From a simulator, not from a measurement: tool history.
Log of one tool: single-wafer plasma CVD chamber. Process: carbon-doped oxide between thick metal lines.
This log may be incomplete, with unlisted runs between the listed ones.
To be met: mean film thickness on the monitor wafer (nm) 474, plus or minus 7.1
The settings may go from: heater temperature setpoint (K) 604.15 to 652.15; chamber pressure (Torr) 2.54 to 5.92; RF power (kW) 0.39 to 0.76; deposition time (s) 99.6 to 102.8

run    day  heater temperature setpoint (K)  chamber pressure (Torr)  RF power (kW)  deposition time (s)  mean film thickness on the monitor wafer (nm)
  1      0                           628.15                     4.23          0.575                 99.6                                         536.49
  2  0.042                           619.15                     4.23          0.575                 99.6                                         549.15
  3  0.279                           619.15                     4.23          0.575                 99.6                                         552.16
  4  0.558                           619.15                     4.23          0.535                 99.6                                         511.72
  5  0.592                           619.15                     4.23           0.57                 99.6                                         546.82
  6  0.796                           619.15                     4.23            0.6                 99.6                                         572.46
  7  0.862                           619.15                     4.23            0.6                 99.6                                         569.31
  8   0.95                           624.15                     3.77          0.585                 99.6                                         540.44
  9  1.004                           628.15                     3.42          0.575                 99.6                                         523.49
 10  1.196                           631.15                     3.17          0.565                 99.6                                         506.19
 11  1.283                           634.15                     2.99           0.56                 99.6                                         496.46
 12  1.562                           637.15                     2.86           0.56                 99.6                                         489.74
 13  1.879                           639.15                     2.78           0.56                 99.6                                         489.58
 14  2.054                           639.15                     2.78           0.56                 99.6                                         487.83
     2.404  -- thermocouple changed; heater temperature recalibrated
 15  2.404                           639.15                     2.78           0.56                 99.6                                         489.16
 16  2.658                           639.15                     2.78           0.56                 99.6                                         487.55

Which of these 4 next moves meets every target?
  A  2.912                           641.15                     2.54           0.53                 99.6                                              ?
  B  2.912                           645.15                     2.54           0.53                 99.6                                              ?
  C  2.912                           633.15                        3          0.535                102.8                                              ?
  D  2.912                           638.15                     2.54          0.545                 99.6                                              ?

move  mean film thickness on the monitor wafer (nm)
   A                                         463.58
   B                                         459.35
   C                                         498.09
   D                                          479.7
A: takes the result that was furthest off past its target
B: takes the result that was furthest off past its target
C: further off than the last run
D: in spec on every target
D is the move that brings every result within its allowed miss.
